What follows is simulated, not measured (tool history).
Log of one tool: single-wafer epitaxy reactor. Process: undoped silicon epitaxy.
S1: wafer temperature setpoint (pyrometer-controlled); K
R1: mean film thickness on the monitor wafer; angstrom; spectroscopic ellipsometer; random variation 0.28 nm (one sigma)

{"run": 1, "hour": 0.0, "S1": 928.15, "deposition time (s)": 370, "R1": 674.57}
{"run": 2, "hour": 6.7, "S1": 931.15, "deposition time (s)": 370, "R1": 717.76}
{"run": 3, "hour": 15.6, "S1": 931.15, "deposition time (s)": 331, "R1": 642.68}
{"run": 4, "hour": 23.0, "S1": 926.15, "deposition time (s)": 331, "R1": 573.42}
{"run": 5, "hour": 31.5, "S1": 932.15, "deposition time (s)": 331, "R1": 656.99}
{"run": 6, "hour": 34.8, "S1": 924.15, "deposition time (s)": 331, "R1": 551.18}
{"run": 7, "hour": 36.8, "S1": 930.15, "deposition time (s)": 331, "R1": 630.45}
{"run": 8, "hour": 38.1, "S1": 934.15, "deposition time (s)": 331, "R1": 685.12}

Forecast run 9:
{"run": 9, "hour": 47.1, "S1": 937.15, "deposition time (s)": 331, "R1": "?"}

R1: 728.51 angstrom

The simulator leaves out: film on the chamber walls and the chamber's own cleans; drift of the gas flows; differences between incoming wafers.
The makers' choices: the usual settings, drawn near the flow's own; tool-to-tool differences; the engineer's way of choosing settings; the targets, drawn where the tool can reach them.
